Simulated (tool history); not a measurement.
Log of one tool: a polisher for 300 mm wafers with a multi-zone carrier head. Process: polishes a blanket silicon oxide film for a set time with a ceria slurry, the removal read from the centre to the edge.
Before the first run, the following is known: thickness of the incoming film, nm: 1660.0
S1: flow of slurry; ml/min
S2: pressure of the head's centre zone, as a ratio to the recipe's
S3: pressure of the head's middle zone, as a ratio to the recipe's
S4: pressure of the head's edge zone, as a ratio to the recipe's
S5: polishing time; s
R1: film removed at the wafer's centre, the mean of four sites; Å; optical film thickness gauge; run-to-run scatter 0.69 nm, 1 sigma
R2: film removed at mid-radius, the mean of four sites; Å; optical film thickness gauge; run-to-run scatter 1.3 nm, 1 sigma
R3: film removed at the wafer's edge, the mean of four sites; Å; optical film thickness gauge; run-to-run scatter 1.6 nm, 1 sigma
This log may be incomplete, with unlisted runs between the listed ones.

run,day,S1,S2,S3,S4,S5,R1,R2,R3
1,0.000,170,1.00,1.00,1.00,41,1739.2,1645.6,1729.4
2,0.304,135,1.00,1.00,1.00,41,1638.1,1576.4,1613.2
3,0.621,130,0.97,0.97,0.98,38,1445.9,1400.6,1487.1
4,0.846,130,0.97,1.03,0.98,38,1446.4,1467.8,1471.1
5,1.146,165,0.97,1.03,0.98,38,1539.7,1543.0,1480.3
6,1.346,165,0.97,1.10,0.98,38,1534.3,1652.6,1516.8
7,1.683,155,0.94,1.04,0.96,36,1397.8,1476.7,1444.9

Run 8 has not been measured yet. What should we expect?
8,2.042,145,0.93,1.01,0.95,33,?,?,?

{"run 8": {"R1": 1250.9, "R2": 1299.1, "R3": 1284.4}}

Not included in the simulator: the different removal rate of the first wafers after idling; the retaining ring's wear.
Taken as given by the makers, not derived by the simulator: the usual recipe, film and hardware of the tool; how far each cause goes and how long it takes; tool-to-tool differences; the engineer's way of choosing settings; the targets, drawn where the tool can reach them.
